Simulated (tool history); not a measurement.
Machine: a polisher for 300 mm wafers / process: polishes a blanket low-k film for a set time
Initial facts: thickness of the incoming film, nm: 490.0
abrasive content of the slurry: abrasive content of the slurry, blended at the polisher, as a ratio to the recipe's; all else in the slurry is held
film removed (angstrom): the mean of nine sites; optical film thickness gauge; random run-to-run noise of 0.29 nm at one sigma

| run | hour | flow of slurry (ml/min) | pressure of the wafer on the pad (kPa) | speed of the pad under the wafer (cm/s) | abrasive content of the slurry | polishing time (s) | film removed (angstrom) |
|---|---|---|---|---|---|---|---|
| 1 | 0.0 | 235 | 15.9 | 94 | 1.00 | 93 | 398.58 |
| 2 | 7.7 | 235 | 14.5 | 92 | 1.00 | 93 | 365.11 |
| 3 | 15.2 | 235 | 13.8 | 90 | 1.00 | 93 | 343.48 |
| 4 | 19.2 | 235 | 13.1 | 88 | 1.00 | 93 | 329.52 |
| 5 | 25.3 | 235 | 13.1 | 88 | 0.85 | 93 | 299.46 |
| 6 | 28.9 | 235 | 13.1 | 88 | 1.05 | 93 | 334.18 |
| 7 | 31.1 | 235 | 12.4 | 86 | 1.05 | 93 | 321.58 |

Run 8 is up next; what results do you expect?
| 8 | 33.5 | 230 | 8.3 | 62 | 1.00 | 93 | ? |

Logged for run 8: film removed (angstrom) 189.44.

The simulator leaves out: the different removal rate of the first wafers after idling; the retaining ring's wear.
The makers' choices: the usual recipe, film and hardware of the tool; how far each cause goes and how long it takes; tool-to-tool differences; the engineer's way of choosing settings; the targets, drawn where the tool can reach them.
